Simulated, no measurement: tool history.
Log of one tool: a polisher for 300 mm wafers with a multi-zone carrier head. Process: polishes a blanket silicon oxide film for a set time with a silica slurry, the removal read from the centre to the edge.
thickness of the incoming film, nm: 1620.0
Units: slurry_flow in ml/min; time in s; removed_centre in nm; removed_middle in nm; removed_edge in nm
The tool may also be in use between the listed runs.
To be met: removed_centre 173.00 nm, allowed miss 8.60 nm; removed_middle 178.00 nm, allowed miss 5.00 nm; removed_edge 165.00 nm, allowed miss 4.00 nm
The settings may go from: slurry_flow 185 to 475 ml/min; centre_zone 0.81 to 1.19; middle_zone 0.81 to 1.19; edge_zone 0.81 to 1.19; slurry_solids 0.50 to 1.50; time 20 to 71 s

run 1 hour=0.0 | slurry_flow=305 centre_zone=1.00 middle_zone=1.00 edge_zone=1.00 slurry_solids=1.00 time=45 | removed_centre=129.88 removed_middle=126.32 removed_edge=123.48
run 2 hour=4.2 | slurry_flow=305 centre_zone=0.97 middle_zone=1.00 edge_zone=1.00 slurry_solids=1.00 time=45 | removed_centre=123.38 removed_middle=126.25 removed_edge=121.54
run 3 hour=8.3 | slurry_flow=305 centre_zone=0.97 middle_zone=1.03 edge_zone=1.00 slurry_solids=1.00 time=45 | removed_centre=124.77 removed_middle=128.49 removed_edge=124.04
run 4 hour=13.4 | slurry_flow=305 centre_zone=0.93 middle_zone=1.03 edge_zone=1.00 slurry_solids=1.00 time=45 | removed_centre=119.43 removed_middle=128.31 removed_edge=123.74
run 5 hour=16.3 | slurry_flow=260 centre_zone=0.93 middle_zone=1.03 edge_zone=1.00 slurry_solids=1.00 time=45 | removed_centre=117.88 removed_middle=127.76 removed_edge=122.03
run 6 hour=22.1 | slurry_flow=260 centre_zone=0.87 middle_zone=1.03 edge_zone=1.00 slurry_solids=1.00 time=45 | removed_centre=113.23 removed_middle=126.31 removed_edge=121.53
run 7 hour=28.5 | slurry_flow=265 centre_zone=0.92 middle_zone=1.05 edge_zone=1.02 slurry_solids=1.05 time=45 | removed_centre=125.07 removed_middle=132.06 removed_edge=125.42
run 8 hour=36.9 | slurry_flow=275 centre_zone=0.91 middle_zone=1.07 edge_zone=1.04 slurry_solids=1.10 time=45 | removed_centre=125.31 removed_middle=135.65 removed_edge=130.81
run 9 hour=38.9 | slurry_flow=280 centre_zone=0.92 middle_zone=1.09 edge_zone=1.04 slurry_solids=1.15 time=45 | removed_centre=128.26 removed_middle=142.95 removed_edge=133.67
run 10 hour=43.0 | slurry_flow=285 centre_zone=0.94 middle_zone=1.11 edge_zone=1.06 slurry_solids=1.20 time=45 | removed_centre=134.18 removed_middle=147.43 removed_edge=135.69
run 11 hour=47.8 | slurry_flow=290 centre_zone=0.95 middle_zone=1.12 edge_zone=1.08 slurry_solids=1.25 time=45 | removed_centre=136.91 removed_middle=150.23 removed_edge=138.55
run 12 hour=48.4 | slurry_flow=290 centre_zone=0.96 middle_zone=1.12 edge_zone=1.09 slurry_solids=1.30 time=46 | removed_centre=139.27 removed_middle=156.82 removed_edge=144.18
run 13 hour=55.3 | slurry_flow=295 centre_zone=0.99 middle_zone=1.12 edge_zone=1.10 slurry_solids=1.35 time=47 | removed_centre=150.39 removed_middle=161.84 removed_edge=150.62
run 14 hour=61.3 | slurry_flow=295 centre_zone=1.00 middle_zone=1.13 edge_zone=1.11 slurry_solids=1.40 time=47 | removed_centre=152.22 removed_middle=165.64 removed_edge=151.82
run 15 hour=66.0 | slurry_flow=300 centre_zone=1.01 middle_zone=1.13 edge_zone=1.12 slurry_solids=1.40 time=47 | removed_centre=153.69 removed_middle=165.84 removed_edge=157.53
run 16 hour=74.5 | slurry_flow=310 centre_zone=1.03 middle_zone=1.14 edge_zone=1.12 slurry_solids=1.40 time=47 | removed_centre=161.18 removed_middle=165.56 removed_edge=155.59

4 next moves are on the table. One of them brings every result within its allowed miss. Which?
run A hour=83.0 | slurry_flow=385 centre_zone=1.04 middle_zone=0.93 edge_zone=1.19 slurry_solids=1.05 time=52 | removed_centre=? removed_middle=? removed_edge=?
run B hour=83.0 | slurry_flow=275 centre_zone=1.07 middle_zone=1.19 edge_zone=1.12 slurry_solids=1.15 time=45 | removed_centre=? removed_middle=? removed_edge=?
run C hour=83.0 | slurry_flow=335 centre_zone=1.14 middle_zone=1.02 edge_zone=1.19 slurry_solids=1.35 time=48 | removed_centre=? removed_middle=? removed_edge=?
run D hour=83.0 | slurry_flow=325 centre_zone=1.07 middle_zone=1.15 edge_zone=1.13 slurry_solids=1.40 time=50 | removed_centre=? removed_middle=? removed_edge=?

move=A removed_centre=155.96 removed_middle=143.47 removed_edge=161.29
move=B removed_centre=138.48 removed_middle=153.01 removed_edge=136.50
move=C removed_centre=168.39 removed_middle=155.51 removed_edge=162.44
move=D removed_centre=168.75 removed_middle=180.91 removed_edge=166.27
A: further off than the last run
B: further off than the last run
C: further off than the last run
D: meets every target
Move D is the one to make.
